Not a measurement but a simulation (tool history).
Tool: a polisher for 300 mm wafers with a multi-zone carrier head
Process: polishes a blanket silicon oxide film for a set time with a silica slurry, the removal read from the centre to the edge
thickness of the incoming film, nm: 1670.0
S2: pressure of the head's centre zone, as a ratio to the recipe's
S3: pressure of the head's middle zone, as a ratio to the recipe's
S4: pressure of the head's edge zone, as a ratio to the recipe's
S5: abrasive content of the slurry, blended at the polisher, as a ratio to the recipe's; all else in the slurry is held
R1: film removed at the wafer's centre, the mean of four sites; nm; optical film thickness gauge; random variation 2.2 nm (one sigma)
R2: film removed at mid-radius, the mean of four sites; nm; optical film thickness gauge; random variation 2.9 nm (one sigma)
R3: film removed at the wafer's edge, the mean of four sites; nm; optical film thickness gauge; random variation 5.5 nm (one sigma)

{"run": 1, "hour": 0.0, "flow of slurry (ml/min)": 210, "S2": 1.0, "S3": 1.0, "S4": 1.0, "S5": 1.0, "polishing time (s)": 61, "R1": 270.35, "R2": 271.78, "R3": 290.6}
{"run": 2, "hour": 8.7, "flow of slurry (ml/min)": 225, "S2": 1.04, "S3": 1.02, "S4": 1.06, "S5": 1.1, "polishing time (s)": 61, "R1": 297.47, "R2": 296.91, "R3": 311.71}
{"run": 3, "hour": 12.8, "flow of slurry (ml/min)": 225, "S2": 0.95, "S3": 1.02, "S4": 1.06, "S5": 1.1, "polishing time (s)": 61, "R1": 269.92, "R2": 291.17, "R3": 322.23}
{"run": 4, "hour": 17.4, "flow of slurry (ml/min)": 240, "S2": 1.0, "S3": 1.01, "S4": 1.1, "S5": 1.15, "polishing time (s)": 61, "R1": 296.06, "R2": 301.39, "R3": 329.46}
{"run": 5, "hour": 24.5, "flow of slurry (ml/min)": 270, "S2": 1.0, "S3": 1.01, "S4": 1.1, "S5": 1.15, "polishing time (s)": 61, "R1": 307.06, "R2": 312.89, "R3": 336.02}
{"run": 6, "hour": 26.2, "flow of slurry (ml/min)": 270, "S2": 1.0, "S3": 1.01, "S4": 1.16, "S5": 1.15, "polishing time (s)": 61, "R1": 306.14, "R2": 310.29, "R3": 333.54}
{"run": 7, "hour": 33.1, "flow of slurry (ml/min)": 275, "S2": 1.02, "S3": 0.99, "S4": 1.16, "S5": 1.2, "polishing time (s)": 61, "R1": 317.46, "R2": 311.47, "R3": 345.05}
{"run": 8, "hour": 41.8, "flow of slurry (ml/min)": 285, "S2": 1.04, "S3": 0.98, "S4": 1.16, "S5": 1.25, "polishing time (s)": 61, "R1": 331.39, "R2": 314.58, "R3": 360.23}
{"run": 9, "hour": 43.5, "flow of slurry (ml/min)": 295, "S2": 1.05, "S3": 0.98, "S4": 1.16, "S5": 1.25, "polishing time (s)": 61, "R1": 336.12, "R2": 315.29, "R3": 371.07}

The next listed run, before its measurement:
{"run": 10, "hour": 49.6, "flow of slurry (ml/min)": 300, "S2": 1.07, "S3": 1.0, "S4": 1.16, "S5": 1.25, "polishing time (s)": 61, "R1": "?", "R2": "?", "R3": "?"}

R1: 343.77 nm
R2: 326.25 nm
R3: 362.46 nm
